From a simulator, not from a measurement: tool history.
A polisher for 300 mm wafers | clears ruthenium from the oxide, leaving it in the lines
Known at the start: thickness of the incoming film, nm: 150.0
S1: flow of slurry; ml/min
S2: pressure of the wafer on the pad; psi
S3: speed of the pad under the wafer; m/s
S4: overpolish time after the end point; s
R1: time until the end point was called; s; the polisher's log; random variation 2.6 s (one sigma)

{"run": 1, "hour": 0.0, "S1": 230, "S2": 2.7, "S3": 1.16, "S4": 15, "R1": 126.01}
{"run": 2, "hour": 6.3, "S1": 230, "S2": 2.7, "S3": 1.16, "S4": 15, "R1": 123.98}
{"run": 3, "hour": 9.9, "S1": 230, "S2": 2.7, "S3": 1.16, "S4": 11, "R1": 126.33}
{"run": 4, "hour": 13.5, "S1": 195, "S2": 2.7, "S3": 1.16, "S4": 11, "R1": 126.96}
{"hour": 17.0, "done": "worn pad replaced by a new one"}
{"run": 5, "hour": 17.0, "S1": 195, "S2": 2.5, "S3": 1.16, "S4": 11, "R1": 124.45}
{"run": 6, "hour": 18.6, "S1": 195, "S2": 3.1, "S3": 1.16, "S4": 11, "R1": 109.91}
{"run": 7, "hour": 21.9, "S1": 195, "S2": 2.9, "S3": 1.14, "S4": 11, "R1": 114.41}
{"run": 8, "hour": 27.3, "S1": 200, "S2": 2.7, "S3": 1.12, "S4": 11, "R1": 122.68}
{"run": 9, "hour": 30.1, "S1": 205, "S2": 2.5, "S3": 1.1, "S4": 11, "R1": 129.55}

The next listed run, before its measurement:
{"run": 10, "hour": 32.5, "S1": 210, "S2": 2.3, "S3": 1.06, "S4": 11, "R1": "?"}

R1: 141.57 s
